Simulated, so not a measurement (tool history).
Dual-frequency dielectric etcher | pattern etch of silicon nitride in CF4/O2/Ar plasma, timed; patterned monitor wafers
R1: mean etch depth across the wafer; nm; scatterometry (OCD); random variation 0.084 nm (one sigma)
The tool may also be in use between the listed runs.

Run 1, hour 0.0: source power (W) 550, bias power (W) 46, Ar flow (sccm) 106, CF4 flow (sccm) 73, etch time (s) 11.5. Result: R1 20.196 nm.
Run 2, hour 5.3: source power (W) 550, bias power (W) 46, Ar flow (sccm) 89, CF4 flow (sccm) 73, etch time (s) 11.5. Result: R1 20.445 nm.
Run 3, hour 12.1: source power (W) 550, bias power (W) 46, Ar flow (sccm) 103, CF4 flow (sccm) 73, etch time (s) 11.5. Result: R1 20.195 nm.
Run 4, hour 13.8: source power (W) 530, bias power (W) 46, Ar flow (sccm) 103, CF4 flow (sccm) 73, etch time (s) 11.5. Result: R1 19.730 nm.
Run 5, hour 19.6: source power (W) 510, bias power (W) 46, Ar flow (sccm) 103, CF4 flow (sccm) 73, etch time (s) 11.5. Result: R1 19.505 nm.
Run 6, hour 25.2: source power (W) 430, bias power (W) 46, Ar flow (sccm) 103, CF4 flow (sccm) 73, etch time (s) 11.5. Result: R1 17.974 nm.
Run 7, hour 29.3: source power (W) 420, bias power (W) 46, Ar flow (sccm) 103, CF4 flow (sccm) 73, etch time (s) 11.5. Result: R1 17.653 nm.

Run 8 comes next. What will it give?
Run 8, hour 36.4: source power (W) 410, bias power (W) 46, Ar flow (sccm) 103, CF4 flow (sccm) 73, etch time (s) 11.5. Result: R1 ?.

{"run 8": {"R1": 17.507}}
